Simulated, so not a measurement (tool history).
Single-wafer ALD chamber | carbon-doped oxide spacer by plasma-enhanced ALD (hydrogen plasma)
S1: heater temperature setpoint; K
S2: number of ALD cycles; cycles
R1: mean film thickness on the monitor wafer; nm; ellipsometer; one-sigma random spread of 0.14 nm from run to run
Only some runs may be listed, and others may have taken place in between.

| run | hour | S1 | S2 | R1 |
|---|---|---|---|---|
| 1 | 0.0 | 683.15 | 539 | 22.805 |
| 2 | 1.9 | 687.15 | 539 | 22.610 |
| 3 | 3.8 | 687.15 | 586 | 24.480 |
| 4 | 8.8 | 692.15 | 586 | 24.196 |
| 5 | 9.4 | 692.15 | 643 | 26.608 |
| 6 | 15.1 | 696.15 | 643 | 26.297 |
| 7 | 22.9 | 695.15 | 649 | 26.457 |
| 8 | 26.9 | 695.15 | 649 | 26.418 |
|  | 33.7 | thermocouple changed; heater temperature recalibrated |
| 9 | 33.7 | 694.15 | 655 | 26.578 |

What will run 10 give?
| 10 | 34.7 | 694.15 | 663 | ? |

Run 10 came out at R1 26.838 nm.
